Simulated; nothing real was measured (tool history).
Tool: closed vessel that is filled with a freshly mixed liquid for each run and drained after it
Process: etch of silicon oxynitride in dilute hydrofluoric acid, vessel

run  hour  temperature setpoint of the liquid (°C)  parts of water to one part of 49 % hydrofluoric acid (parts by volume)  time in the liquid (s)  thickness taken off the silicon oxynitride on a monitor wafer (angstrom)
  1     0                                       22                                                                     270                     625                                                                     92.89
  2   5.8                                       24                                                                     250                     625                                                                    108.82
  3  13.5                                     25.5                                                                     230                     625                                                                    130.33
  4  23.1                                     28.5                                                                     230                     625                                                                    147.02
  5  32.5                                     28.5                                                                     230                     625                                                                    149.19
  6    36                                       29                                                                     225                     625                                                                    152.88
  7  39.2                                       30                                                                     200                     625                                                                    185.86

The next listed run, before its measurement:
  8  44.6                                     29.5                                                                     200                     625                                                                         ?

thickness taken off the silicon oxynitride on a monitor wafer (angstrom): 183.97
